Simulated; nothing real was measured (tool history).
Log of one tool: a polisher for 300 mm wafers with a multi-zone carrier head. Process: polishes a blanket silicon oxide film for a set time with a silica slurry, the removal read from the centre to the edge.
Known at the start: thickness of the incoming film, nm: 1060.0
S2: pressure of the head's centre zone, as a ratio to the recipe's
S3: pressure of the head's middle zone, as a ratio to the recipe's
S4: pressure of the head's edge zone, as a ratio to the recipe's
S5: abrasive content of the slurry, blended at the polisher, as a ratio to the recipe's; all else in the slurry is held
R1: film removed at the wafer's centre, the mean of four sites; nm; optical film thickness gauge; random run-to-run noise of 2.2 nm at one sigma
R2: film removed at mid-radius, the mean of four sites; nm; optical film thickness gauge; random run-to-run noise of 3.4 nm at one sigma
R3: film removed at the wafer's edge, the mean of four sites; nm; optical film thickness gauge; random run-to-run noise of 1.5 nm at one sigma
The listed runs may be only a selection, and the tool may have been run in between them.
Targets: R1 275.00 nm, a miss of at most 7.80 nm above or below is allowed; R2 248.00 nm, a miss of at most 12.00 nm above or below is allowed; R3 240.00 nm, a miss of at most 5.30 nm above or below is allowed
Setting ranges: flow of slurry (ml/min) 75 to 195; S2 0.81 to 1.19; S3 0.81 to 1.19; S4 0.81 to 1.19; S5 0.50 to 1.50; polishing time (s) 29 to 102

Run 1, day 0.000: flow of slurry (ml/min) 125, S2 1.00, S3 1.00, S4 1.00, S5 1.00, polishing time (s) 65. Result: R1 160.64 nm, R2 161.83 nm, R3 164.77 nm.
Run 2, day 0.329: flow of slurry (ml/min) 135, S2 1.03, S3 1.02, S4 1.02, S5 1.10, polishing time (s) 65. Result: R1 171.66 nm, R2 177.69 nm, R3 177.35 nm.
Run 3, day 0.529: flow of slurry (ml/min) 145, S2 1.06, S3 1.01, S4 1.01, S5 1.15, polishing time (s) 66. Result: R1 188.76 nm, R2 184.05 nm, R3 184.83 nm.
Run 4, day 0.558: flow of slurry (ml/min) 145, S2 1.06, S3 1.01, S4 1.01, S5 1.15, polishing time (s) 51. Result: R1 146.54 nm, R2 144.27 nm, R3 140.90 nm.
Run 5, day 0.850: flow of slurry (ml/min) 150, S2 1.08, S3 1.01, S4 1.01, S5 1.20, polishing time (s) 54. Result: R1 159.63 nm, R2 151.55 nm, R3 152.86 nm.
Run 6, day 1.167: flow of slurry (ml/min) 155, S2 1.10, S3 1.02, S4 1.01, S5 1.25, polishing time (s) 57. Result: R1 178.55 nm, R2 164.73 nm, R3 165.16 nm.
Run 7, day 1.512: flow of slurry (ml/min) 160, S2 1.11, S3 1.04, S4 1.02, S5 1.30, polishing time (s) 59. Result: R1 186.64 nm, R2 175.72 nm, R3 175.42 nm.
Run 8, day 1.883: flow of slurry (ml/min) 165, S2 1.12, S3 1.05, S4 1.01, S5 1.35, polishing time (s) 61. Result: R1 201.41 nm, R2 188.90 nm, R3 183.02 nm.
Run 9, day 2.125: flow of slurry (ml/min) 170, S2 1.13, S3 1.06, S4 1.02, S5 1.40, polishing time (s) 63. Result: R1 216.17 nm, R2 200.13 nm, R3 194.53 nm.
Run 10, day 2.162: flow of slurry (ml/min) 175, S2 1.14, S3 1.07, S4 1.03, S5 1.40, polishing time (s) 64. Result: R1 221.79 nm, R2 204.99 nm, R3 198.70 nm.

Exactly one of the 5 candidate moves below puts every result within its allowed miss. Which one?
Run A, day 2.200: flow of slurry (ml/min) 165, S2 1.18, S3 1.04, S4 1.07, S5 1.30, polishing time (s) 74. Result: R1 ?, R2 ?, R3 ?.
Run B, day 2.200: flow of slurry (ml/min) 190, S2 1.17, S3 1.06, S4 1.04, S5 1.30, polishing time (s) 78. Result: R1 ?, R2 ?, R3 ?.
Run C, day 2.200: flow of slurry (ml/min) 190, S2 1.09, S3 1.02, S4 0.98, S5 1.50, polishing time (s) 76. Result: R1 ?, R2 ?, R3 ?.
Run D, day 2.200: flow of slurry (ml/min) 170, S2 1.03, S3 1.09, S4 1.00, S5 1.35, polishing time (s) 85. Result: R1 ?, R2 ?, R3 ?.
Run E, day 2.200: flow of slurry (ml/min) 145, S2 1.13, S3 0.94, S4 1.08, S5 1.50, polishing time (s) 75. Result: R1 ?, R2 ?, R3 ?.

move      R1      R2      R3
   A  254.38  224.54  226.12
   B  272.60  245.85  238.80
   C  260.66  244.74  238.52
   D  260.02  273.64  255.72
   E  253.38  215.89  239.07
A: gains on the last run, yet a result remains outside its allowed miss
B: all results land within tolerance of their targets
C: the worst result of the last run now meets its target, but another is out of spec
D: takes the biggest miss from the last run beyond its target
E: the worst result of the last run now meets its target, but another is out of spec
B is the move that brings every result within its allowed miss.
